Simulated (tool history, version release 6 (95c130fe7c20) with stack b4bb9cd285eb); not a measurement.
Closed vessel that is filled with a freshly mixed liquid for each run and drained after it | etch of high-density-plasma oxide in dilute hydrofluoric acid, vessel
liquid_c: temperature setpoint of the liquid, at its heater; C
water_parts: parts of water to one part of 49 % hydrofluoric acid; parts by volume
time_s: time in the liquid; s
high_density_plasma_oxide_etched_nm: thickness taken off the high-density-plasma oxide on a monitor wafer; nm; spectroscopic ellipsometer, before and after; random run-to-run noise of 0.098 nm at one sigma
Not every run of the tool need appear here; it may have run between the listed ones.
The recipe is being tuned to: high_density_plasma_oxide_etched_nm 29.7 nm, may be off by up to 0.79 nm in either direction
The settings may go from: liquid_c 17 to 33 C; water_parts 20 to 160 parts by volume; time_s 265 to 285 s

| run | hour | liquid_c | water_parts | time_s | high_density_plasma_oxide_etched_nm |
|---|---|---|---|---|---|
| 1 | 0 | 25 | 90 | 265 | 19.667 |
| 2 | 0.6 | 26 | 90 | 265 | 20.41 |
| 3 | 9.5 | 23 | 90 | 265 | 18.006 |
| 4 | 17.8 | 23 | 90 | 265 | 18.086 |
| 5 | 22.6 | 26 | 90 | 265 | 20.278 |
| 6 | 26.9 | 26 | 115 | 265 | 15.42 |
| 7 | 27.6 | 27 | 110 | 265 | 16.897 |
| 8 | 33.2 | 27.5 | 105 | 265 | 18.115 |
| 9 | 38.6 | 28 | 100 | 265 | 19.58 |
| 10 | 39.9 | 28.5 | 95 | 265 | 21.134 |
| 11 | 44.5 | 29 | 95 | 265 | 21.606 |
| 12 | 50.3 | 29.5 | 95 | 265 | 21.806 |
| 13 | 55.6 | 30 | 95 | 265 | 22.265 |
| 14 | 58 | 30.5 | 95 | 265 | 22.756 |
| 15 | 62.7 | 31 | 95 | 265 | 23.327 |

Next run, 5 choices. One meets every target within its allowed miss, the rest don't. Which?
| A | 67.4 | 31.5 | 80 | 285 | ? |
| B | 67.4 | 32.5 | 85 | 285 | ? |
| C | 67.4 | 32 | 110 | 275 | ? |
| D | 67.4 | 33 | 70 | 265 | ? |
| E | 67.4 | 30.5 | 85 | 275 | ? |

| move | high_density_plasma_oxide_etched_nm |
|---|---|
| A | 30.942 |
| B | 30.002 |
| C | 21.156 |
| D | 35.333 |
| E | 26.858 |
A: carries the result that was furthest off beyond its target, to the other side
B: every result lands within tolerance
C: moves away from the targets compared with the last run
D: carries the result that was furthest off beyond its target, to the other side
E: closer than the last run, but not yet in spec
B is the move that brings every result within its allowed miss.
